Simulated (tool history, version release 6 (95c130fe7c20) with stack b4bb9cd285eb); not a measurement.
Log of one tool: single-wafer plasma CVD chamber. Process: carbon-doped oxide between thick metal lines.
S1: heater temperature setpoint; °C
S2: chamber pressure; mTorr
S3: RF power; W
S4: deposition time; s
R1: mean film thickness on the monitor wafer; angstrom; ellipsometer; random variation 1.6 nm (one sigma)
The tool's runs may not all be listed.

Run 1, hour 0: S1 335 °C, S2 6240 mTorr, S3 410 W, S4 146 s. Result: R1 6400.4 angstrom.
Run 2, hour 8: S1 335 °C, S2 6240 mTorr, S3 440 W, S4 146 s. Result: R1 6754.2 angstrom.
Run 3, hour 10: S1 335 °C, S2 6900 mTorr, S3 440 W, S4 146 s. Result: R1 6829.8 angstrom.
Run 4, hour 16.9: S1 337 °C, S2 6720 mTorr, S3 415 W, S4 145 s. Result: R1 6436 angstrom.
Run 5, hour 20.3: S1 327 °C, S2 6720 mTorr, S3 415 W, S4 145 s. Result: R1 6632.4 angstrom.
Run 6, hour 22.5: S1 327 °C, S2 7330 mTorr, S3 415 W, S4 145 s. Result: R1 6698.4 angstrom.

The next listed run, before its measurement:
Run 7, hour 28.7: S1 330 °C, S2 7100 mTorr, S3 395 W, S4 144 s. Result: R1 ?.

R1: 6327.9 angstrom
